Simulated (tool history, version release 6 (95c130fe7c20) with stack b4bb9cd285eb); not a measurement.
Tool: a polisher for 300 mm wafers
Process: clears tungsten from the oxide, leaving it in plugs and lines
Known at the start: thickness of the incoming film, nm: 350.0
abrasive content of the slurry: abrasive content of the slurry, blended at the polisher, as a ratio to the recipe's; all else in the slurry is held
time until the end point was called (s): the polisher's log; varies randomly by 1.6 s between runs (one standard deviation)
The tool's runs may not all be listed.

run,hour,flow of slurry (ml/min),pressure of the wafer on the pad (psi),speed of the pad under the wafer (cm/s),abrasive content of the slurry,overpolish time after the end point (s),time until the end point was called (s)
1,0.0,135,4.7,142,1.0,10,48.120
2,5.1,135,4.7,142,1.0,10,48.307
3,12.3,160,4.7,142,1.0,10,47.399
4,15.1,160,4.3,132,1.0,10,53.165
5,19.7,160,4.3,132,1.0,10,54.692
6,25.3,160,3.9,122,1.0,10,62.612
7,27.0,160,3.6,112,1.0,10,70.050
8,33.7,160,3.3,104,1.0,10,79.210
# hour 40.6: head pressure recalibrated
9,40.6,160,3.1,98,1.0,10,88.490
10,48.5,155,2.9,94,1.0,10,96.516
11,53.3,150,2.8,94,1.0,10,97.077
12,57.8,145,2.7,90,1.0,10,103.060
13,60.8,140,2.6,88,1.0,10,110.220
14,64.5,135,2.5,88,1.0,10,111.190

Predict the results of run 15:
15,68.0,135,2.4,86,1.0,10,?

Run 15 gave time until the end point was called (s) 116.960.
